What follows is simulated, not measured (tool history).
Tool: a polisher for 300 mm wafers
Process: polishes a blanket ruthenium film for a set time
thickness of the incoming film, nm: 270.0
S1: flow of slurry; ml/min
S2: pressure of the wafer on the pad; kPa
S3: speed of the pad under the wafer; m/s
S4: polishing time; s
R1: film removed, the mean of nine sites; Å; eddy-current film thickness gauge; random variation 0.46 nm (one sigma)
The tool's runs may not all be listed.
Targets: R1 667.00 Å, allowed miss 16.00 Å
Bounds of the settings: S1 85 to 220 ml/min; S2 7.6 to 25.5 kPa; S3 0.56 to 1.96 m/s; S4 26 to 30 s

run 1 hour=0.0 | S1=140 S2=16.5 S3=1.26 S4=30 | R1=470.87
run 2 hour=1.3 | S1=140 S2=20.0 S3=1.26 S4=30 | R1=563.20
run 3 hour=9.0 | S1=140 S2=17.2 S3=1.26 S4=30 | R1=485.09
run 4 hour=14.6 | S1=170 S2=17.2 S3=1.26 S4=30 | R1=494.67
run 5 hour=21.0 | S1=170 S2=17.2 S3=1.56 S4=30 | R1=610.69
run 6 hour=29.0 | S1=170 S2=14.5 S3=1.56 S4=30 | R1=524.50
run 7 hour=30.2 | S1=170 S2=15.9 S3=1.56 S4=30 | R1=562.27
-- hour=33.1 head pressure recalibrated
run 8 hour=33.1 | S1=170 S2=15.9 S3=1.56 S4=30 | R1=606.14
run 9 hour=41.5 | S1=175 S2=16.5 S3=1.56 S4=30 | R1=626.75
run 10 hour=48.7 | S1=185 S2=16.5 S3=1.56 S4=30 | R1=644.21

Which of these 4 next moves meets every target?
run A hour=55.9 | S1=180 S2=15.9 S3=1.60 S4=29 | R1=?
run B hour=55.9 | S1=175 S2=17.2 S3=1.76 S4=27 | R1=?
run C hour=55.9 | S1=190 S2=17.2 S3=1.52 S4=29 | R1=?
run D hour=55.9 | S1=195 S2=17.9 S3=1.70 S4=28 | R1=?

move=A R1=608.72
move=B R1=668.96
move=C R1=627.99
move=D R1=702.83
A: further off than the last run
B: meets every target
C: further off than the last run
D: takes the result that was furthest off past its target
Answer: B

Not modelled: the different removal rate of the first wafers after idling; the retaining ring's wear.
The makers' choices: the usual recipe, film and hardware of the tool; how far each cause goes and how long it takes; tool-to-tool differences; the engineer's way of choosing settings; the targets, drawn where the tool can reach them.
